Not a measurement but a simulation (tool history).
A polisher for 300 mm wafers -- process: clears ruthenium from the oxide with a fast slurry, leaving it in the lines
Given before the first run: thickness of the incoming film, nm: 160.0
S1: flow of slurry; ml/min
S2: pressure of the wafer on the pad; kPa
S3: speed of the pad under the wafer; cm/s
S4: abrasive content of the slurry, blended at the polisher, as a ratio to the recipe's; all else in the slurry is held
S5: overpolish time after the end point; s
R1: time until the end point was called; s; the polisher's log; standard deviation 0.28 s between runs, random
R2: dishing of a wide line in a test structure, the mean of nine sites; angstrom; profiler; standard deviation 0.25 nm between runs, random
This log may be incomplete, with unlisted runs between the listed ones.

run  hour   S1    S2  S3   S4  S5      R1      R2
  1   0.0  195  20.7  96  1.0  14  40.249  476.33
  2   5.1  160  20.7  96  1.0  14  41.594  466.94
  3  12.0  160  16.5  96  1.0  14  52.158  389.71
  4  17.4  195  20.0  86  1.0  12  46.905  371.66
  5  22.4  160  20.0  86  1.0  12  48.208  364.70
  6  25.6  160  20.0  86  1.0   6  48.778  184.89
  7  33.2  150  22.1  92  0.9   6  43.393  207.08

The next listed run, before its measurement:
  8  34.4  140  23.4  98  0.8   6   ?   ?

For run 8 the tool returned R1 43.885 s, R2 207.22 angstrom.

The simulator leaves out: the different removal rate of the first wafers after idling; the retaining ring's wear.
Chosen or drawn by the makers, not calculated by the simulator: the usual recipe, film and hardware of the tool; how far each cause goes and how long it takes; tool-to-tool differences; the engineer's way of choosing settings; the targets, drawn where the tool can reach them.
